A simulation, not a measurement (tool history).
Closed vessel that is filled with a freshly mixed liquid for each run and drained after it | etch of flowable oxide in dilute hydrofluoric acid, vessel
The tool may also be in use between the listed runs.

run	hour	temperature setpoint of the liquid (K)	parts of water to one part of 49 % hydrofluoric acid (parts by volume)	time in the liquid (s)	thickness taken off the flowable oxide on a monitor wafer (Å)
1	0.0	297.15	55	90	677.48
2	4.7	297.15	55	90	682.45
3	8.0	294.65	55	90	613.75
4	9.4	294.65	75	90	440.83
5	12.3	291.15	75	90	379.17
6	14.0	293.15	70	90	447.16
7	21.7	294.65	65	90	513.62
8	29.4	296.15	60	90	593.77
9	31.7	297.15	55	90	680.78

Forecast run 10:
10	37.4	298.15	55	90	?

{"run 10": {"thickness taken off the flowable oxide on a monitor wafer (Å)": 713.48}}

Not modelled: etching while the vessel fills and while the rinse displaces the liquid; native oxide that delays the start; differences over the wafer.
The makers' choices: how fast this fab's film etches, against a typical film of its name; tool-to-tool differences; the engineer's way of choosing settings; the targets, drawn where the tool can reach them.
